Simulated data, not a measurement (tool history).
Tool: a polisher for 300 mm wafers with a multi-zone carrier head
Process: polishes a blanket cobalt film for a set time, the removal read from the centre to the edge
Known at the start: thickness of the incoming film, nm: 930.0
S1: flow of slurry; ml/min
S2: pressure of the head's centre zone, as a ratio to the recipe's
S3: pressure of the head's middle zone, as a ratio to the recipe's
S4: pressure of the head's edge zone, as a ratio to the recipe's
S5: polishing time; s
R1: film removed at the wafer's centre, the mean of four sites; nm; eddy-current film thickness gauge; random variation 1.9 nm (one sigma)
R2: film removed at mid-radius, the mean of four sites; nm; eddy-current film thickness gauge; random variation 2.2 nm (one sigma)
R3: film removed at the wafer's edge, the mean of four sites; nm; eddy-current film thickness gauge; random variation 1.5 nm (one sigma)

{"run": 1, "hour": 0.0, "S1": 160, "S2": 1, "S3": 1, "S4": 1, "S5": 59, "R1": 191.45, "R2": 190.41, "R3": 197.24}
{"run": 2, "hour": 1.1, "S1": 160, "S2": 1, "S3": 1, "S4": 1.04, "S5": 59, "R1": 183.78, "R2": 189.08, "R3": 201.62}
{"run": 3, "hour": 8.5, "S1": 155, "S2": 0.97, "S3": 1.02, "S4": 1.02, "S5": 58, "R1": 174.9, "R2": 187.73, "R3": 195.14}
{"run": 4, "hour": 11.4, "S1": 155, "S2": 0.97, "S3": 1.02, "S4": 1.02, "S5": 66, "R1": 199.44, "R2": 213.6, "R3": 225.96}
{"run": 5, "hour": 16.4, "S1": 155, "S2": 0.97, "S3": 1.02, "S4": 1.06, "S5": 66, "R1": 202.76, "R2": 214.77, "R3": 229.61}
{"run": 6, "hour": 17.0, "S1": 115, "S2": 0.97, "S3": 1.02, "S4": 1.06, "S5": 66, "R1": 190.03, "R2": 199.24, "R3": 216.56}

Forecast run 7:
{"hour": 20.0, "done": "worn pad replaced by a new one"}
{"run": 7, "hour": 20.0, "S1": 105, "S2": 0.87, "S3": 1.11, "S4": 0.96, "S5": 56, "R1": "?", "R2": "?", "R3": "?"}

{"run 7": {"R1": 151.65, "R2": 197.6, "R3": 190.78}}
